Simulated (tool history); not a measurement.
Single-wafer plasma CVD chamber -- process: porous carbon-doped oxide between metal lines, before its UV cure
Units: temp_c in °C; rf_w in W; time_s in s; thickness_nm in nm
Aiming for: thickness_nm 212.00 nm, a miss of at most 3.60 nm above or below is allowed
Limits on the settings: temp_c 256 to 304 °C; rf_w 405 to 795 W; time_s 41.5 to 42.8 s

| run | hour | temp_c | rf_w | time_s | thickness_nm |
|---|---|---|---|---|---|
| 1 | 0.0 | 280 | 600 | 41.5 | 300.37 |
| 2 | 4.0 | 276 | 600 | 41.5 | 308.11 |
| 3 | 5.2 | 282 | 560 | 41.5 | 275.09 |
| 4 | 8.3 | 286 | 550 | 41.5 | 263.97 |
| 5 | 16.2 | 286 | 550 | 42.8 | 271.62 |
| 6 | 24.2 | 286 | 605 | 42.8 | 298.01 |
| 7 | 29.7 | 289 | 575 | 42.7 | 280.64 |
| 8 | 34.2 | 292 | 550 | 42.6 | 260.01 |
| 9 | 41.1 | 294 | 535 | 42.6 | 250.00 |
| 10 | 50.1 | 296 | 525 | 42.6 | 242.04 |
| 11 | 56.4 | 296 | 525 | 42.6 | 241.71 |
| 12 | 57.2 | 304 | 435 | 42.3 | 179.82 |
| 13 | 63.2 | 300 | 435 | 42.3 | 184.26 |
| 14 | 71.3 | 296 | 435 | 42.3 | 187.13 |
| 15 | 77.2 | 292 | 435 | 42.3 | 193.07 |
| 16 | 84.4 | 289 | 435 | 42.3 | 196.57 |
| 17 | 89.3 | 287 | 435 | 42.3 | 199.74 |
| 18 | 91.0 | 285 | 435 | 42.3 | 201.42 |
| 19 | 96.6 | 283 | 435 | 42.3 | 203.47 |
| 20 | 101.2 | 282 | 435 | 42.3 | 205.20 |
| 21 | 107.9 | 281 | 435 | 42.3 | 207.44 |

Exercise: of the 5 proposed moves below, exactly one satisfies all targets within the stated allowed misses. Which move is it?
| A | 114.6 | 284 | 435 | 42.5 | ? |
| B | 114.6 | 280 | 425 | 42.7 | ? |
| C | 114.6 | 276 | 430 | 42.8 | ? |
| D | 114.6 | 282 | 430 | 42.8 | ? |
| E | 114.6 | 285 | 440 | 41.5 | ? |

| move | thickness_nm |
|---|---|
| A | 205.92 |
| B | 205.30 |
| C | 215.22 |
| D | 206.58 |
| E | 203.22 |
A: its largest miss is bigger than the last run's
B: its largest miss is bigger than the last run's
C: every result lands within tolerance
D: its largest miss is bigger than the last run's
E: its largest miss is bigger than the last run's
C is the move that brings every result within its allowed miss.

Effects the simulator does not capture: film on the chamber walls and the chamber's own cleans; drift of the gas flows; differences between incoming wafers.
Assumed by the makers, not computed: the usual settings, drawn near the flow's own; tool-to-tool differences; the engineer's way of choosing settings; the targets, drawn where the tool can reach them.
